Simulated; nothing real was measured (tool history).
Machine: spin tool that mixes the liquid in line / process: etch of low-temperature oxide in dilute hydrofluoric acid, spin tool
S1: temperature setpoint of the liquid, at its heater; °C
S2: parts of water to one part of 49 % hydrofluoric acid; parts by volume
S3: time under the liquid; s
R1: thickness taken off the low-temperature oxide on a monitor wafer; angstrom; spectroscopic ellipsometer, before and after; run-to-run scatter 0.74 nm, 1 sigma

run	hour	S1	S2	S3	R1
1	0.0	25.0	160	295	227.55
2	9.0	25.0	180	295	195.63
3	14.4	22.5	180	295	174.20
4	16.7	22.5	220	295	136.42
5	21.2	22.5	240	295	122.60
6	28.7	22.5	270	295	107.74
7	30.0	26.0	190	300	191.55
8	31.7	28.5	135	305	319.77

The next listed run, before its measurement:
9	36.9	30.0	100	310	?

For run 9 the tool returned R1 493.41 angstrom.
